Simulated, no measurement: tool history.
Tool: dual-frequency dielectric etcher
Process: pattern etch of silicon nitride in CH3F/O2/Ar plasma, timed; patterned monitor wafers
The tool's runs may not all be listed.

| run | hour | source power (kW) | bias power (kW) | etch time (s) | mean etch depth across the wafer (nm) |
|---|---|---|---|---|---|
| 1 | 0 | 0.3 | 0.089 | 76.5 | 55.409 |
| 2 | 1.2 | 0.31 | 0.09 | 76.5 | 56.627 |
| 3 | 7.8 | 0.31 | 0.09 | 76.5 | 56.717 |
| 4 | 14 | 0.31 | 0.075 | 76.5 | 53.919 |
| 5 | 14.7 | 0.32 | 0.076 | 76.5 | 55.144 |
| 6 | 18.6 | 0.27 | 0.076 | 76.5 | 49.827 |
| 7 | 20.7 | 0.28 | 0.077 | 76.5 | 51.227 |
| 8 | 27.7 | 0.29 | 0.078 | 76.5 | 52.205 |
| 9 | 30.8 | 0.3 | 0.079 | 76.5 | 53.655 |

Forecast run 10:
| 10 | 31.9 | 0.31 | 0.08 | 76.5 | ? |

mean etch depth across the wafer (nm): 54.978

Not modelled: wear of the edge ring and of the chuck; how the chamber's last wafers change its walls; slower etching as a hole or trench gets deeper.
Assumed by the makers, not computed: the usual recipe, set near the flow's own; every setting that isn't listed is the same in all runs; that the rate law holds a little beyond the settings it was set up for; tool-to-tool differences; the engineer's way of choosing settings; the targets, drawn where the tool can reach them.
